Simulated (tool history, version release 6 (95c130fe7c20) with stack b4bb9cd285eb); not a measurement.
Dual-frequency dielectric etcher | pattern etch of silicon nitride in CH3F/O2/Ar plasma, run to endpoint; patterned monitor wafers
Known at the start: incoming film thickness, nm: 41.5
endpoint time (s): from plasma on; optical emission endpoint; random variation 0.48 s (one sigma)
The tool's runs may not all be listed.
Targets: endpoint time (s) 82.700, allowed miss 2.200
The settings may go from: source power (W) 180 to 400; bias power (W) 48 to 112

Run 1, hour 0.0: source power (W) 290, bias power (W) 80. Result: endpoint time (s) 64.546.
Run 2, hour 3.2: source power (W) 290, bias power (W) 75. Result: endpoint time (s) 65.981.
Run 3, hour 12.0: source power (W) 340, bias power (W) 75. Result: endpoint time (s) 63.152.
Run 4, hour 16.2: source power (W) 340, bias power (W) 87. Result: endpoint time (s) 59.345.
Run 5, hour 20.9: source power (W) 320, bias power (W) 81. Result: endpoint time (s) 61.842.
Run 6, hour 22.1: source power (W) 300, bias power (W) 76. Result: endpoint time (s) 64.756.
Run 7, hour 24.7: source power (W) 280, bias power (W) 72. Result: endpoint time (s) 67.867.
Run 8, hour 27.9: source power (W) 270, bias power (W) 69. Result: endpoint time (s) 70.401.
Run 9, hour 31.7: source power (W) 260, bias power (W) 67. Result: endpoint time (s) 73.240.
Run 10, hour 39.1: source power (W) 250, bias power (W) 66. Result: endpoint time (s) 73.467.
Run 11, hour 45.2: source power (W) 250, bias power (W) 66. Result: endpoint time (s) 73.839.
Run 12, hour 48.7: source power (W) 190, bias power (W) 55. Result: endpoint time (s) 87.912.

Which of these 5 next moves meets every target?
Run A, hour 52.2: source power (W) 180, bias power (W) 49. Result: endpoint time (s) ?.
Run B, hour 52.2: source power (W) 180, bias power (W) 60. Result: endpoint time (s) ?.
Run C, hour 52.2: source power (W) 180, bias power (W) 48. Result: endpoint time (s) ?.
Run D, hour 52.2: source power (W) 210, bias power (W) 58. Result: endpoint time (s) ?.
Run E, hour 52.2: source power (W) 180, bias power (W) 53. Result: endpoint time (s) ?.

move  endpoint time (s)
   A             93.730
   B             86.490
   C             94.492
   D             82.641
   E             90.872
A: further off than the last run
B: nearer than the last run, and not there yet
C: further off than the last run
D: meets every target
E: further off than the last run
Move D is the one to make.

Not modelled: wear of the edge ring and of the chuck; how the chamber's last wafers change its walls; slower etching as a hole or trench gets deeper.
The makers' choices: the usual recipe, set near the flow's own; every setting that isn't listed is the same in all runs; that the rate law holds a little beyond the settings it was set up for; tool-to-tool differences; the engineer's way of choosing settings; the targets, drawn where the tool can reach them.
